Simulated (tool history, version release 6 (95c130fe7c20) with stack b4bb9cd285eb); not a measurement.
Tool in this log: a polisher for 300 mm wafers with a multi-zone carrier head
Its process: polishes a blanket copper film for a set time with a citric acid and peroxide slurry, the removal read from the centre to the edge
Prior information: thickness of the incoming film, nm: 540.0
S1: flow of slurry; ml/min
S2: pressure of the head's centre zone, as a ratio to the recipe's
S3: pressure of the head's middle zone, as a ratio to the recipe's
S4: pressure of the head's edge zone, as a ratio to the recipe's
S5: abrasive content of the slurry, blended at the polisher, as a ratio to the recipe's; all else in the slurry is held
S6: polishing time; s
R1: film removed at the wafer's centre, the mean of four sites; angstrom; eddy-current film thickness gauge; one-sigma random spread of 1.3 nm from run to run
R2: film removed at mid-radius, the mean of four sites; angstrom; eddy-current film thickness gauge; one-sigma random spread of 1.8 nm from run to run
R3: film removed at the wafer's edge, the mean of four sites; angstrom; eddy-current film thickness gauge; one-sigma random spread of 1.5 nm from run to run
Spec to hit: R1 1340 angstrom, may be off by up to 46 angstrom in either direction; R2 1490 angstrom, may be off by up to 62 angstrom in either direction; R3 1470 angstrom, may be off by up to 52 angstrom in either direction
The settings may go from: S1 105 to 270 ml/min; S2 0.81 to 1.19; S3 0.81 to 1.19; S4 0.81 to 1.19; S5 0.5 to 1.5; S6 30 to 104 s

run 1 hour=0 | S1=175 S2=1 S3=1 S4=1 S5=1 S6=67 | R1=1773.4 R2=1765.5 R3=1752.5
run 2 hour=7.1 | S1=165 S2=0.95 S3=0.98 S4=0.96 S5=0.9 S6=66 | R1=1590.7 R2=1707.3 R3=1655.8
run 3 hour=10.2 | S1=165 S2=0.95 S3=0.98 S4=0.89 S5=0.9 S6=66 | R1=1599.3 R2=1670.1 R3=1636.9
run 4 hour=13.6 | S1=155 S2=0.93 S3=0.97 S4=0.88 S5=0.8 S6=65 | R1=1504.4 R2=1596.4 R3=1517.1
run 5 hour=15.8 | S1=155 S2=0.93 S3=0.97 S4=0.88 S5=0.8 S6=57 | R1=1301.9 R2=1399 R3=1336.2
run 6 hour=23.9 | S1=165 S2=0.92 S3=0.97 S4=0.9 S5=0.85 S6=57 | R1=1336.2 R2=1427.6 R3=1362.8
run 7 hour=29 | S1=160 S2=0.91 S3=0.97 S4=0.93 S5=0.9 S6=57 | R1=1328.4 R2=1385.9 R3=1440.9
run 8 hour=30.8 | S1=160 S2=0.91 S3=0.97 S4=0.93 S5=0.9 S6=57 | R1=1302.4 R2=1412.6 R3=1418.1

5 candidate next runs follow, results not yet known. Just one meets every target within its allowed miss. Identify it.
run A hour=32.6 | S1=155 S2=0.9 S3=1 S4=0.94 S5=1 S6=58 | R1=? R2=? R3=?
run B hour=32.6 | S1=150 S2=0.96 S3=0.96 S4=0.92 S5=0.75 S6=58 | R1=? R2=? R3=?
run C hour=32.6 | S1=135 S2=0.9 S3=0.87 S4=0.94 S5=1 S6=61 | R1=? R2=? R3=?
run D hour=32.6 | S1=165 S2=0.97 S3=0.98 S4=0.93 S5=0.65 S6=58 | R1=? R2=? R3=?
run E hour=32.6 | S1=160 S2=0.87 S3=1.18 S4=0.93 S5=1 S6=54 | R1=? R2=? R3=?

move=A R1=1329.2 R2=1497.9 R3=1453.9
move=B R1=1337.4 R2=1365.4 R3=1363.2
move=C R1=1360.8 R2=1370.6 R3=1506.6
move=D R1=1340.8 R2=1375.5 R3=1349.6
move=E R1=1204.2 R2=1614.9 R3=1349.6
A: meets every target
B: further off than the last run
C: further off than the last run
D: further off than the last run
E: pushes the last run's worst result past its target
The move that meets every target is A.

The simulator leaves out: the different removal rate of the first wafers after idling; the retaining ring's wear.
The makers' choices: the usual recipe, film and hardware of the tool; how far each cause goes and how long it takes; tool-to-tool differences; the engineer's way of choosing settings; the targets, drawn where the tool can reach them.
